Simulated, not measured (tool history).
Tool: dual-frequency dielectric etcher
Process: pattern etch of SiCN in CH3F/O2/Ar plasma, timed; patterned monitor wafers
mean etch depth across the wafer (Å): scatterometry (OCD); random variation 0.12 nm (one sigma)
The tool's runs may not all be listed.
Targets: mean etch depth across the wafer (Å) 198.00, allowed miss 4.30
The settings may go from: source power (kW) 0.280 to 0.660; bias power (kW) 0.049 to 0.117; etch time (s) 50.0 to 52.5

run	hour	source power (kW)	bias power (kW)	etch time (s)	mean etch depth across the wafer (Å)
1	0.0	0.470	0.083	50.0	221.14
2	5.7	0.410	0.083	50.0	212.21
3	8.9	0.390	0.082	50.0	209.53
4	12.6	0.380	0.081	50.0	204.83
5	16.5	0.380	0.092	50.0	219.48
6	24.5	0.360	0.090	50.0	212.53
7	30.6	0.350	0.089	50.0	209.37
8	38.1	0.340	0.089	50.0	206.91
9	39.7	0.330	0.089	50.0	204.06
10	48.1	0.320	0.089	50.0	202.96

Which of these 4 next moves meets every target?
A	56.5	0.310	0.092	51.5	?
B	56.5	0.440	0.073	51.0	?
C	56.5	0.290	0.088	50.0	?
D	56.5	0.300	0.093	52.0	?

move	mean etch depth across the wafer (Å)
A	210.62
B	206.70
C	196.60
D	211.87
A: further off than the last run
B: further off than the last run
C: meets every target
D: further off than the last run
The right move is C.
